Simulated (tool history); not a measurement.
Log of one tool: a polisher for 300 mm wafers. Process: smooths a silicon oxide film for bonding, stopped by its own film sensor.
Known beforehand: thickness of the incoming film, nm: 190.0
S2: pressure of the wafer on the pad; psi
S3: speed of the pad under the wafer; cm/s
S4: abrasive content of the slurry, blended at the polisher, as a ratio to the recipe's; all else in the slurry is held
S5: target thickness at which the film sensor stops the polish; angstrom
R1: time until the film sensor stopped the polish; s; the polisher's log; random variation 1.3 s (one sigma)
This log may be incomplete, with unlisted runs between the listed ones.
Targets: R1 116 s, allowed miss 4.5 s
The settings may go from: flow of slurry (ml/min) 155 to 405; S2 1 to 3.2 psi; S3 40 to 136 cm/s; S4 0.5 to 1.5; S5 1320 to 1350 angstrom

{"run": 1, "hour": 0.0, "flow of slurry (ml/min)": 260, "S2": 2.1, "S3": 88, "S4": 1, "S5": 1350, "R1": 77.65}
{"run": 2, "hour": 4.9, "flow of slurry (ml/min)": 260, "S2": 2, "S3": 88, "S4": 1, "S5": 1350, "R1": 82.954}
{"run": 3, "hour": 12.7, "flow of slurry (ml/min)": 260, "S2": 1.9, "S3": 88, "S4": 1, "S5": 1350, "R1": 87.239}
{"run": 4, "hour": 21.4, "flow of slurry (ml/min)": 260, "S2": 1.8, "S3": 88, "S4": 1, "S5": 1350, "R1": 92.325}
{"run": 5, "hour": 29.8, "flow of slurry (ml/min)": 210, "S2": 1.8, "S3": 88, "S4": 1, "S5": 1350, "R1": 92.465}
{"run": 6, "hour": 37.6, "flow of slurry (ml/min)": 210, "S2": 1.8, "S3": 98, "S4": 1, "S5": 1350, "R1": 85.245}
{"run": 7, "hour": 42.4, "flow of slurry (ml/min)": 210, "S2": 1.7, "S3": 98, "S4": 1, "S5": 1350, "R1": 92.224}
{"run": 8, "hour": 45.3, "flow of slurry (ml/min)": 210, "S2": 1.6, "S3": 98, "S4": 1, "S5": 1350, "R1": 98.653}
{"run": 9, "hour": 46.1, "flow of slurry (ml/min)": 210, "S2": 1.5, "S3": 98, "S4": 1, "S5": 1350, "R1": 102.95}
{"run": 10, "hour": 49.5, "flow of slurry (ml/min)": 210, "S2": 1.5, "S3": 98, "S4": 1, "S5": 1350, "R1": 103.97}
{"run": 11, "hour": 56.1, "flow of slurry (ml/min)": 210, "S2": 1.2, "S3": 98, "S4": 1, "S5": 1350, "R1": 127.9}

Exercise: of the 5 proposed moves below, exactly one satisfies all targets within the stated allowed misses. Which move is it?
{"run": "A", "hour": 62.7, "flow of slurry (ml/min)": 215, "S2": 1.4, "S3": 96, "S4": 1, "S5": 1320, "R1": "?"}
{"run": "B", "hour": 62.7, "flow of slurry (ml/min)": 170, "S2": 1.4, "S3": 114, "S4": 0.95, "S5": 1350, "R1": "?"}
{"run": "C", "hour": 62.7, "flow of slurry (ml/min)": 170, "S2": 1, "S3": 112, "S4": 1.05, "S5": 1340, "R1": "?"}
{"run": "D", "hour": 62.7, "flow of slurry (ml/min)": 155, "S2": 1.3, "S3": 114, "S4": 0.65, "S5": 1350, "R1": "?"}
{"run": "E", "hour": 62.7, "flow of slurry (ml/min)": 240, "S2": 1.3, "S3": 84, "S4": 1.15, "S5": 1350, "R1": "?"}

move=A R1=119.99
move=B R1=105.74
move=C R1=142.94
move=D R1=144.14
move=E R1=125.38
A: every result within its allowed miss
B: pushes the last run's worst result past its target
C: its largest miss is bigger than the last run's
D: its largest miss is bigger than the last run's
E: better than the last run, though not everything is in spec
Go with A: it meets all targets.
